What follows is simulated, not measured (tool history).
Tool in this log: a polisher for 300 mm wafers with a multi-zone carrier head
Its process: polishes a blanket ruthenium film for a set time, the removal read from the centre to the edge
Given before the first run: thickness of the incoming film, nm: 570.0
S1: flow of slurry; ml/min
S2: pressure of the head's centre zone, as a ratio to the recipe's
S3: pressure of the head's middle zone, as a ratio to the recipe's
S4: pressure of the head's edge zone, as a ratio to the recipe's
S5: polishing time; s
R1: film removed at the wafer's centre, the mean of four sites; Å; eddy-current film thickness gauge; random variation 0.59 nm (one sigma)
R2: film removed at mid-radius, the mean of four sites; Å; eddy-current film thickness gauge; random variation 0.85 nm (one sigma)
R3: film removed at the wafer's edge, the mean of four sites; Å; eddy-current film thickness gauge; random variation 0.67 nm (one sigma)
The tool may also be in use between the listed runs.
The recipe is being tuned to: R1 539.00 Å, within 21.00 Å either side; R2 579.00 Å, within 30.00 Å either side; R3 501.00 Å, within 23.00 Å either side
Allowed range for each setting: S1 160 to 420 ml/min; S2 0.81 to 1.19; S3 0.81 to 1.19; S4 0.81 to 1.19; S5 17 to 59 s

Run 1, hour 0.0: S1 270 ml/min, S2 1.00, S3 1.00, S4 1.00, S5 38 s. Result: R1 387.39 Å, R2 391.63 Å, R3 385.66 Å.
Run 2, hour 8.3: S1 270 ml/min, S2 1.00, S3 0.95, S4 1.00, S5 38 s. Result: R1 390.69 Å, R2 382.24 Å, R3 384.10 Å.
Run 3, hour 10.8: S1 270 ml/min, S2 1.07, S3 0.95, S4 1.00, S5 38 s. Result: R1 429.60 Å, R2 374.64 Å, R3 391.86 Å.
Run 4, hour 18.9: S1 270 ml/min, S2 1.14, S3 0.95, S4 1.00, S5 38 s. Result: R1 444.55 Å, R2 375.20 Å, R3 390.59 Å.
Run 5, hour 26.0: S1 225 ml/min, S2 1.14, S3 0.95, S4 1.00, S5 38 s. Result: R1 436.37 Å, R2 369.70 Å, R3 389.91 Å.
Run 6, hour 27.6: S1 230 ml/min, S2 1.14, S3 0.99, S4 1.00, S5 40 s. Result: R1 467.08 Å, R2 392.56 Å, R3 395.13 Å.
Run 7, hour 35.9: S1 240 ml/min, S2 1.10, S3 1.02, S4 1.01, S5 42 s. Result: R1 473.18 Å, R2 429.03 Å, R3 421.58 Å.
Run 8, hour 41.9: S1 245 ml/min, S2 1.09, S3 1.05, S4 1.02, S5 43 s. Result: R1 485.59 Å, R2 454.15 Å, R3 442.96 Å.
Run 9, hour 45.6: S1 255 ml/min, S2 1.08, S3 1.08, S4 1.02, S5 44 s. Result: R1 487.07 Å, R2 474.33 Å, R3 450.05 Å.

Next run, 4 choices. One meets every target within its allowed miss, the rest don't. Which?
Run A, hour 49.3: S1 250 ml/min, S2 0.86, S3 1.19, S4 0.99, S5 50 s. Result: R1 ?, R2 ?, R3 ?.
Run B, hour 49.3: S1 240 ml/min, S2 1.06, S3 1.18, S4 0.99, S5 50 s. Result: R1 ?, R2 ?, R3 ?.
Run C, hour 49.3: S1 230 ml/min, S2 1.15, S3 1.13, S4 0.90, S5 51 s. Result: R1 ?, R2 ?, R3 ?.
Run D, hour 49.3: S1 300 ml/min, S2 1.18, S3 0.98, S4 0.94, S5 42 s. Result: R1 ?, R2 ?, R3 ?.

move      R1      R2      R3
   A  443.78  597.77  494.44
   B  544.94  589.95  492.71
   C  599.66  576.47  479.71
   D  523.08  433.02  412.74
A: the furthest-off result lands on target, but another misses its tolerance
B: all results in spec
C: the furthest-off result lands on target, but another misses its tolerance
D: lands further from the targets than the last run did
The right move is B.
